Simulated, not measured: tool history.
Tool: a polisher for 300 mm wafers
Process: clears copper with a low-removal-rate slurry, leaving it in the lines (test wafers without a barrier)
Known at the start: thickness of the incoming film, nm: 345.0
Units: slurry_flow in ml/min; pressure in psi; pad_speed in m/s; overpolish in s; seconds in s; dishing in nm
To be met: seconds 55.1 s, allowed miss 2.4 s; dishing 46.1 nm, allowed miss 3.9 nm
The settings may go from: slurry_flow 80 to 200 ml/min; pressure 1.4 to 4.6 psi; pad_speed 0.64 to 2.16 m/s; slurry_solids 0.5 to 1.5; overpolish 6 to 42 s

run 1 hour=0 | slurry_flow=130 pressure=3 pad_speed=1.4 slurry_solids=1 overpolish=21 | seconds=66.08 dishing=69.955
run 2 hour=4.8 | slurry_flow=145 pressure=3 pad_speed=1.4 slurry_solids=1 overpolish=21 | seconds=65.259 dishing=69.044
run 3 hour=7 | slurry_flow=135 pressure=3 pad_speed=1.4 slurry_solids=1 overpolish=21 | seconds=67.022 dishing=66.886
run 4 hour=9.7 | slurry_flow=140 pressure=3.1 pad_speed=1.4 slurry_solids=1 overpolish=17 | seconds=63.852 dishing=55.258
run 5 hour=13.4 | slurry_flow=160 pressure=3.1 pad_speed=1.4 slurry_solids=1 overpolish=17 | seconds=63.074 dishing=60.783
run 6 hour=21.9 | slurry_flow=160 pressure=3.1 pad_speed=1.4 slurry_solids=1.15 overpolish=17 | seconds=61.032 dishing=61.746
run 7 hour=27.3 | slurry_flow=160 pressure=3.2 pad_speed=1.4 slurry_solids=1.15 overpolish=15 | seconds=59.735 dishing=55.489
run 8 hour=33 | slurry_flow=160 pressure=3.3 pad_speed=1.4 slurry_solids=1.15 overpolish=13 | seconds=57.288 dishing=49.22

4 next moves are on the table. One of them brings every result within its allowed miss. Which?
run A hour=38.7 | slurry_flow=140 pressure=3.6 pad_speed=1.22 slurry_solids=1.25 overpolish=14 | seconds=? dishing=?
run B hour=38.7 | slurry_flow=155 pressure=3.1 pad_speed=1.42 slurry_solids=1.25 overpolish=12 | seconds=? dishing=?
run C hour=38.7 | slurry_flow=150 pressure=3.4 pad_speed=1.44 slurry_solids=1.15 overpolish=14 | seconds=? dishing=?
run D hour=38.7 | slurry_flow=150 pressure=2.8 pad_speed=1.76 slurry_solids=1.05 overpolish=11 | seconds=? dishing=?

move=A seconds=62.329 dishing=51.311
move=B seconds=59.487 dishing=46.57
move=C seconds=55.665 dishing=56.134
move=D seconds=54.174 dishing=46.6
A: further off than the last run
B: further off than the last run
C: brings the result that was furthest off to its target, and leaves another outside
D: meets every target
Move D is the one to make.
